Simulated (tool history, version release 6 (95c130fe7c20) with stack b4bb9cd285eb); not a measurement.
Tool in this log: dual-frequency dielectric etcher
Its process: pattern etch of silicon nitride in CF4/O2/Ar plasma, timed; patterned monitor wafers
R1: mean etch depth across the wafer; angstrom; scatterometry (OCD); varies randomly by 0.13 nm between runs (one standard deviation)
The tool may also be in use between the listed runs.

{"run": 1, "hour": 0.0, "source power (kW)": 0.54, "bias power (kW)": 0.063, "Ar flow (sccm)": 125, "CF4 flow (sccm)": 81, "etch time (s)": 12, "R1": 241.77}
{"run": 2, "hour": 1.2, "source power (kW)": 0.5, "bias power (kW)": 0.062, "Ar flow (sccm)": 125, "CF4 flow (sccm)": 81, "etch time (s)": 12, "R1": 230.88}
{"run": 3, "hour": 5.9, "source power (kW)": 0.46, "bias power (kW)": 0.061, "Ar flow (sccm)": 126, "CF4 flow (sccm)": 81, "etch time (s)": 12, "R1": 217.43}
{"run": 4, "hour": 13.1, "source power (kW)": 0.46, "bias power (kW)": 0.052, "Ar flow (sccm)": 126, "CF4 flow (sccm)": 81, "etch time (s)": 12, "R1": 200.79}
{"run": 5, "hour": 14.8, "source power (kW)": 0.46, "bias power (kW)": 0.052, "Ar flow (sccm)": 126, "CF4 flow (sccm)": 81, "etch time (s)": 12, "R1": 201.31}
{"run": 6, "hour": 17.1, "source power (kW)": 0.46, "bias power (kW)": 0.052, "Ar flow (sccm)": 126, "CF4 flow (sccm)": 69, "etch time (s)": 12, "R1": 195.98}
{"run": 7, "hour": 18.9, "source power (kW)": 0.45, "bias power (kW)": 0.052, "Ar flow (sccm)": 126, "CF4 flow (sccm)": 69, "etch time (s)": 12, "R1": 194.14}

What will run 8 give?
{"run": 8, "hour": 20.4, "source power (kW)": 0.44, "bias power (kW)": 0.052, "Ar flow (sccm)": 126, "CF4 flow (sccm)": 69, "etch time (s)": 12, "R1": "?"}

R1: 191.80 angstrom

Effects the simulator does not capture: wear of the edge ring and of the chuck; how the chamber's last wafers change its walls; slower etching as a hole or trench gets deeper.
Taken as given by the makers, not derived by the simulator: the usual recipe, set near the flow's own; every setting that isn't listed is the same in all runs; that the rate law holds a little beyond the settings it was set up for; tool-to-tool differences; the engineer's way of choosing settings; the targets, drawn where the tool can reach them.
